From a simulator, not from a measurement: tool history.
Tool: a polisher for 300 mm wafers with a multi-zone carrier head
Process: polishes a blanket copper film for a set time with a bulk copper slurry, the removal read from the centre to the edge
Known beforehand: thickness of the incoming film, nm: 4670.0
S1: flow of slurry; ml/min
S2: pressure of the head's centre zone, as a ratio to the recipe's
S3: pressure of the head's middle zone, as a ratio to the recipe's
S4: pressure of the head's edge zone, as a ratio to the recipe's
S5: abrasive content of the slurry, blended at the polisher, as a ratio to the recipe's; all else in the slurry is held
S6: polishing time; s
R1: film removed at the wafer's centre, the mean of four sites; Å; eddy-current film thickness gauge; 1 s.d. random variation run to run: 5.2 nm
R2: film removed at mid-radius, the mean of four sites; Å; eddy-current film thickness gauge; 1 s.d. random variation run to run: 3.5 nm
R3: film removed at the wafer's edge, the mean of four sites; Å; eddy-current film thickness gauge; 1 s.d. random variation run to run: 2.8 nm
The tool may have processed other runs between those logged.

| run | day | S1 | S2 | S3 | S4 | S5 | S6 | R1 | R2 | R3 |
|---|---|---|---|---|---|---|---|---|---|---|
| 1 | 0 | 190 | 1 | 1 | 1 | 1 | 69 | 5271.4 | 5084.1 | 5010.8 |
| 2 | 0.267 | 190 | 1 | 1 | 1.04 | 1 | 69 | 5313.5 | 5090.2 | 5144.2 |
| 3 | 0.562 | 190 | 1 | 1 | 1.04 | 1.1 | 69 | 5290 | 5210.2 | 5193.4 |
| 4 | 0.896 | 190 | 1 | 1.08 | 1.04 | 1.1 | 69 | 5308.2 | 5334.1 | 5141.9 |
| 5 | 1.229 | 185 | 1 | 1.07 | 1.03 | 1.05 | 67 | 4992.4 | 5205.8 | 4929.8 |
| 6 | 1.417 | 185 | 1 | 1.07 | 1.03 | 1.05 | 73 | 5391.7 | 5729.1 | 5395.8 |
| 7 | 1.779 | 185 | 1 | 1.06 | 1.02 | 1 | 71 | 5422.6 | 5445.6 | 5248.9 |
| 8 | 1.933 | 155 | 0.9 | 1.08 | 0.92 | 0.75 | 52 | 3283.9 | 3693 | 3356 |

Predict the results of run 9:
| 9 | 1.988 | 155 | 0.91 | 1.07 | 0.92 | 0.75 | 52 | ? | ? | ? |

R1: 3346.3 Å
R2: 3658.8 Å
R3: 3383.3 Å
